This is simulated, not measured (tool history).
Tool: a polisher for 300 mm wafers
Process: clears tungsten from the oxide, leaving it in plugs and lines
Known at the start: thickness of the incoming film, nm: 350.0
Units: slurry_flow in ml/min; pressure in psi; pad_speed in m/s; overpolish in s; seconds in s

{"run": 1, "hour": 0.0, "slurry_flow": 250, "pressure": 4.0, "pad_speed": 1.24, "slurry_solids": 1.0, "overpolish": 3, "seconds": 57.23}
{"run": 2, "hour": 8.3, "slurry_flow": 250, "pressure": 3.4, "pad_speed": 1.22, "slurry_solids": 1.0, "overpolish": 3, "seconds": 66.486}
{"run": 3, "hour": 10.7, "slurry_flow": 250, "pressure": 3.0, "pad_speed": 1.2, "slurry_solids": 1.0, "overpolish": 3, "seconds": 73.105}
{"run": 4, "hour": 19.2, "slurry_flow": 250, "pressure": 3.0, "pad_speed": 1.2, "slurry_solids": 1.0, "overpolish": 3, "seconds": 72.669}
{"run": 5, "hour": 26.0, "slurry_flow": 250, "pressure": 3.0, "pad_speed": 1.02, "slurry_solids": 1.0, "overpolish": 3, "seconds": 85.943}
{"run": 6, "hour": 27.8, "slurry_flow": 250, "pressure": 2.8, "pad_speed": 1.02, "slurry_solids": 1.0, "overpolish": 3, "seconds": 88.941}

Run 7 comes next. What will it give?
{"run": 7, "hour": 32.5, "slurry_flow": 250, "pressure": 2.6, "pad_speed": 1.02, "slurry_solids": 1.0, "overpolish": 3, "seconds": "?"}

seconds: 96.732 s

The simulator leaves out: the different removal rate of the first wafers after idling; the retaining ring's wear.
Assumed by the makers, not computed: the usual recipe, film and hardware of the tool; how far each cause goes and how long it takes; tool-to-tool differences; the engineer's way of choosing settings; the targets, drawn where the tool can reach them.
